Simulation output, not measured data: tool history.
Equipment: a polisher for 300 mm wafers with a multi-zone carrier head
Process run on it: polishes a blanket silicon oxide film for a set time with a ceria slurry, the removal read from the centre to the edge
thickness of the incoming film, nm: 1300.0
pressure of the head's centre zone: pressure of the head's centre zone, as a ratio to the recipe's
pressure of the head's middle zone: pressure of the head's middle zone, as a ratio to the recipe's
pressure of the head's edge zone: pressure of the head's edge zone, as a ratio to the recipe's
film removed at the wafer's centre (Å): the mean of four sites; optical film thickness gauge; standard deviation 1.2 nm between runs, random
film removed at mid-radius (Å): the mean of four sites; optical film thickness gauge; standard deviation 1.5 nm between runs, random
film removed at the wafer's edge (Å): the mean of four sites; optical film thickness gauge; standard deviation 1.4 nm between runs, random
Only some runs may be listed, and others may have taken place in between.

run	hour	flow of slurry (ml/min)	pressure of the head's centre zone	pressure of the head's middle zone	pressure of the head's edge zone	polishing time (s)	film removed at the wafer's centre (Å)	film removed at mid-radius (Å)	film removed at the wafer's edge (Å)
1	0.0	130	1.00	1.00	1.00	68	1690.5	1647.6	1708.8
2	0.5	130	1.00	1.07	1.00	68	1701.3	1767.1	1713.0
3	1.7	160	1.00	1.07	1.00	68	1793.2	1855.3	1763.9
4	4.6	160	1.00	1.07	1.06	68	1801.6	1847.0	1790.5
5	9.3	155	1.00	1.06	1.03	63	1633.9	1679.0	1630.8
6	13.0	155	1.00	1.13	1.03	63	1628.9	1780.8	1655.5
7	17.6	145	1.00	1.09	0.99	60	1536.3	1632.1	1480.0
8	24.2	130	0.99	1.06	0.98	59	1468.1	1555.8	1452.9

What will run 9 give?
9	29.9	120	0.99	1.03	0.97	58	?	?	?

{"run 9": {"film removed at the wafer's centre (Å)": 1429.1, "film removed at mid-radius (Å)": 1446.5, "film removed at the wafer's edge (Å)": 1391.4}}
